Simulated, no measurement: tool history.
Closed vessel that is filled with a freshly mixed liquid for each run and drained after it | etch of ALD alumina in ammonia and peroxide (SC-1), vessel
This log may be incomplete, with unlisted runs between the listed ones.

| run | day | temperature setpoint of the liquid (K) | parts of 29 % ammonia solution to one part of 30 % peroxide (parts by volume) | time in the liquid (s) | thickness taken off the ALD alumina on a monitor wafer (angstrom) |
|---|---|---|---|---|---|
| 1 | 0 | 328.15 | 0.45 | 675 | 484.69 |
| 2 | 0.3 | 331.15 | 0.45 | 675 | 571.56 |
| 3 | 0.592 | 329.15 | 0.45 | 675 | 516.85 |
| 4 | 0.842 | 329.15 | 0.45 | 675 | 512.31 |
| 5 | 1.046 | 329.15 | 0.45 | 720 | 547.75 |
| 6 | 1.412 | 327.15 | 0.45 | 720 | 493.2 |

Run 7, settings as shown, results not yet in. Your forecast:
| 7 | 1.592 | 325.65 | 0.45 | 720 | ? |

Run 7 measured thickness taken off the ALD alumina on a monitor wafer (angstrom) 449.17.
